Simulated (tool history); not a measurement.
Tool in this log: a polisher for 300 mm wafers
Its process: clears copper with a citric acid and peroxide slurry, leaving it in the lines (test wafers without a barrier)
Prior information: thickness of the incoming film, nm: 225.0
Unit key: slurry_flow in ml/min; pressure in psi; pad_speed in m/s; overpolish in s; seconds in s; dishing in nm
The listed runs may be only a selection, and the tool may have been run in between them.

run,day,slurry_flow,pressure,pad_speed,slurry_solids,overpolish,seconds,dishing
1,0,170,2.3,1.22,1,26,121.7,31.757
2,0.054,175,2.5,1.22,1,25,110.58,30.837
3,0.171,180,2.6,1.22,1,26,106.5,34.196
4,0.396,185,2.7,1.22,1,26,102.56,34.38
5,0.604,185,2.8,1.22,1,26,100.1,34.656
6,0.883,185,2.8,1.02,1,26,118.34,30.657
7,0.95,185,3,1.02,1,26,112.87,32.405
8,1.029,195,3.1,1.02,1,26,110.01,34.13
9,1.296,195,3.2,1.04,1,25,104.35,34.08
10,1.408,195,3.3,1.06,1,24,100.93,34.307

Forecast run 11:
11,1.625,195,3.4,1.08,1,24,?,?

{"run 11": {"seconds": 94.66, "dishing": 34.518}}
